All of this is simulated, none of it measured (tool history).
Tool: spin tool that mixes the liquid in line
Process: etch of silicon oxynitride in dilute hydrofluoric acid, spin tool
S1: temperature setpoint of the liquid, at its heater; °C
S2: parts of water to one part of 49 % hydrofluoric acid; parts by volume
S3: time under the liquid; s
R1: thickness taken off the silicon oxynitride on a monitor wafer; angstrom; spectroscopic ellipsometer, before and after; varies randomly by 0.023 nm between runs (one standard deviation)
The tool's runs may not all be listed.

Run 1, hour 0: S1 21 °C, S2 150 parts by volume, S3 100 s. Result: R1 18.312 angstrom.
Run 2, hour 6.7: S1 21 °C, S2 200 parts by volume, S3 100 s. Result: R1 12.9 angstrom.
Run 3, hour 9.5: S1 21 °C, S2 200 parts by volume, S3 80 s. Result: R1 10.382 angstrom.
Run 4, hour 18: S1 23.5 °C, S2 185 parts by volume, S3 80 s. Result: R1 12.601 angstrom.
Run 5, hour 21: S1 24.5 °C, S2 165 parts by volume, S3 80 s. Result: R1 15.023 angstrom.
Run 6, hour 27.4: S1 24.5 °C, S2 165 parts by volume, S3 80 s. Result: R1 14.991 angstrom.
Run 7, hour 30.3: S1 25 °C, S2 150 parts by volume, S3 80 s. Result: R1 17.15 angstrom.

What will run 8 give?
Run 8, hour 34: S1 25.5 °C, S2 140 parts by volume, S3 80 s. Result: R1 ?.

For run 8 the tool returned R1 19.175 angstrom.

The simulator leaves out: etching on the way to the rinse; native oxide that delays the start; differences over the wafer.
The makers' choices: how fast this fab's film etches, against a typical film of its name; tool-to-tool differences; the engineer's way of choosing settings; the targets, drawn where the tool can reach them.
